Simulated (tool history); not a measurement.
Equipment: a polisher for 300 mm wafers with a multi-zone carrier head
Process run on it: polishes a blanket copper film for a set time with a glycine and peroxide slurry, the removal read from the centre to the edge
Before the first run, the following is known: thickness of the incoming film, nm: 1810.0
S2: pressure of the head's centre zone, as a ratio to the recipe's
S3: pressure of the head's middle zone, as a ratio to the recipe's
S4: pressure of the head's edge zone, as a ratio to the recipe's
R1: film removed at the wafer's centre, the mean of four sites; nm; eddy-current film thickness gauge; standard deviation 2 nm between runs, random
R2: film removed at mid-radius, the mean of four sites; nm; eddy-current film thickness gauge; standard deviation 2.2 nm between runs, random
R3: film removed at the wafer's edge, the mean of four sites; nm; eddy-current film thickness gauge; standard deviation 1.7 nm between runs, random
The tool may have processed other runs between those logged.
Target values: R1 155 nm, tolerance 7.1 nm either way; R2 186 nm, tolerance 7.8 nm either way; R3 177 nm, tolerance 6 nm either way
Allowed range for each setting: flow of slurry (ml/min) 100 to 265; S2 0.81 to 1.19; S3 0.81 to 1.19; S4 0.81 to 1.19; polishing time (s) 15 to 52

Run 1, hour 0: flow of slurry (ml/min) 170, S2 1, S3 1, S4 1, polishing time (s) 33. Result: R1 127.56 nm, R2 126.39 nm, R3 126.14 nm.
Run 2, hour 4.1: flow of slurry (ml/min) 170, S2 0.91, S3 1, S4 1, polishing time (s) 33. Result: R1 112.62 nm, R2 125.37 nm, R3 127.61 nm.
Run 3, hour 9.9: flow of slurry (ml/min) 170, S2 0.91, S3 1, S4 1.05, polishing time (s) 33. Result: R1 114.19 nm, R2 125.23 nm, R3 129.84 nm.
Run 4, hour 16.1: flow of slurry (ml/min) 170, S2 0.91, S3 1, S4 0.98, polishing time (s) 33. Result: R1 111.32 nm, R2 123.54 nm, R3 126.15 nm.
Run 5, hour 24.9: flow of slurry (ml/min) 175, S2 0.91, S3 1.02, S4 1.01, polishing time (s) 35. Result: R1 118.74 nm, R2 136.32 nm, R3 135.3 nm.
Run 6, hour 30.9: flow of slurry (ml/min) 175, S2 0.96, S3 1.02, S4 1.01, polishing time (s) 35. Result: R1 126.46 nm, R2 135.55 nm, R3 136.68 nm.
Run 7, hour 35.1: flow of slurry (ml/min) 185, S2 0.97, S3 1.05, S4 1.04, polishing time (s) 36. Result: R1 133.26 nm, R2 144.01 nm, R3 143.75 nm.
Run 8, hour 37.7: flow of slurry (ml/min) 190, S2 0.97, S3 1.08, S4 1.06, polishing time (s) 37. Result: R1 139.69 nm, R2 152.24 nm, R3 147.73 nm.
Run 9, hour 40.4: flow of slurry (ml/min) 195, S2 0.96, S3 1.09, S4 1.08, polishing time (s) 38. Result: R1 142.67 nm, R2 155.81 nm, R3 152.62 nm.
Run 10, hour 49.2: flow of slurry (ml/min) 195, S2 0.95, S3 1.1, S4 1.08, polishing time (s) 39. Result: R1 145.29 nm, R2 165.47 nm, R3 157.7 nm.

4 candidate next runs follow, results not yet known. Just one meets every target within its allowed miss. Identify it.
Run A, hour 58: flow of slurry (ml/min) 210, S2 0.87, S3 1.19, S4 0.98, polishing time (s) 46. Result: R1 ?, R2 ?, R3 ?.
Run B, hour 58: flow of slurry (ml/min) 230, S2 0.94, S3 0.97, S4 1.13, polishing time (s) 45. Result: R1 ?, R2 ?, R3 ?.
Run C, hour 58: flow of slurry (ml/min) 210, S2 0.92, S3 1.13, S4 1.1, polishing time (s) 43. Result: R1 ?, R2 ?, R3 ?.
Run D, hour 58: flow of slurry (ml/min) 205, S2 0.9, S3 1.15, S4 0.98, polishing time (s) 36. Result: R1 ?, R2 ?, R3 ?.

move      R1      R2      R3
   A  159.69  206.56  178.89
   B  170.57  171.38  189.78
   C  157.86  184.58  177.15
   D  128.88  156.49  139.79
A: brings the result that was furthest off to its target, and leaves another outside
B: moves the result that the last run missed by most past its target, out the other side
C: all results in spec
D: moves away from the targets compared with the last run
Correct choice: C, which meets every target
